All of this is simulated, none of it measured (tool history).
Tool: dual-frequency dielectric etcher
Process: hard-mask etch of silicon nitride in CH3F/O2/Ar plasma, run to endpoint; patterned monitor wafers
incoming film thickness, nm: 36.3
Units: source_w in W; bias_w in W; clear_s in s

Run 1, day 0: source_w 470 W, bias_w 63 W. Result: clear_s 54.865 s.
Run 2, day 0.092: source_w 430 W, bias_w 60 W. Result: clear_s 58.376 s.
Run 3, day 0.15: source_w 510 W, bias_w 60 W. Result: clear_s 54.05 s.
Run 4, day 0.392: source_w 510 W, bias_w 55 W. Result: clear_s 56.135 s.
Run 5, day 0.496: source_w 590 W, bias_w 55 W. Result: clear_s 53.209 s.
Run 6, day 0.821: source_w 590 W, bias_w 63 W. Result: clear_s 49.8 s.
Run 7, day 0.971: source_w 520 W, bias_w 60 W. Result: clear_s 53.642 s.
Run 8, day 0.992: source_w 470 W, bias_w 58 W. Result: clear_s 56.894 s.

The next listed run, before its measurement:
Run 9, day 1.212: source_w 430 W, bias_w 57 W. Result: clear_s ?.

Run 9 gave clear_s 58.997 s.
